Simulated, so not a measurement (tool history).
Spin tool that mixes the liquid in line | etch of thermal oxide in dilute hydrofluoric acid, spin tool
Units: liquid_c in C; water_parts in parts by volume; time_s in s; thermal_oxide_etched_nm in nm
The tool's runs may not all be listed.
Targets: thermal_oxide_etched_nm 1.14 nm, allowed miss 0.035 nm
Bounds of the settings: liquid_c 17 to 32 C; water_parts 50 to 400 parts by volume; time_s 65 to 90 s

run,hour,liquid_c,water_parts,time_s,thermal_oxide_etched_nm
1,0,24,225,90,1.6323
2,4.3,22,230,90,1.4811
3,8.6,24.5,230,90,1.6344
4,9.2,22.5,235,90,1.4933
5,12.1,25.5,235,90,1.6673
6,17.5,23,240,90,1.4614
7,18.9,21.5,240,90,1.3862
8,19.7,20.5,245,90,1.3101
9,20.9,17,255,90,1.0795

4 next moves are on the table. One of them brings every result within its allowed miss. Which?
A,22.1,18,270,90,?
B,22.1,18.5,250,80,?
C,22.1,17,270,90,?
D,22.1,18.5,195,65,?

move,thermal_oxide_etched_nm
A,1.0537
B,1.0495
C,1.0142
D,1.1504
A: further off than the last run
B: further off than the last run
C: further off than the last run
D: meets every target
Answer: D
